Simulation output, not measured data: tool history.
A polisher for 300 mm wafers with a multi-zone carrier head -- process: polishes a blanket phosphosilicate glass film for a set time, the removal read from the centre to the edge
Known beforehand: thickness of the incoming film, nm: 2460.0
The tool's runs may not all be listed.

run  hour  flow of slurry (ml/min)  pressure of the head's centre zone  pressure of the head's middle zone  pressure of the head's edge zone  abrasive content of the slurry  polishing time (s)  film removed at the wafer's centre (nm)  film removed at mid-radius (nm)  film removed at the wafer's edge (nm)
  1     0                      160                                   1                                   1                                 1                               1                  80                                   468.08                           478.29                                 482.24
  2   5.3                      165                                0.99                                0.99                              1.04                            1.15                  81                                   499.82                           520.07                                 534.23
  3   7.1                      165                                0.99                                1.06                              1.04                            1.15                  81                                   505.78                           545.15                                 529.51
  4   9.5                      165                                0.99                                1.12                              1.04                            1.15                  81                                   502.56                           575.57                                 532.09
  5  18.1                      165                                1.04                                1.12                              1.04                            1.15                  81                                   540.08                           568.93                                 537.76
  6    22                      165                                1.04                                1.12                              1.04                            1.15                  74                                   488.89                           520.14                                 488.54

Run 7 has not been measured yet. What should we expect?
  7  29.9                      165                                1.03                                1.08                              1.08                            1.25                  77                                        ?                                ?                                      ?

Run 7 yielded film removed at the wafer's centre (nm) 533.02, film removed at mid-radius (nm) 546.83, film removed at the wafer's edge (nm) 534.24.

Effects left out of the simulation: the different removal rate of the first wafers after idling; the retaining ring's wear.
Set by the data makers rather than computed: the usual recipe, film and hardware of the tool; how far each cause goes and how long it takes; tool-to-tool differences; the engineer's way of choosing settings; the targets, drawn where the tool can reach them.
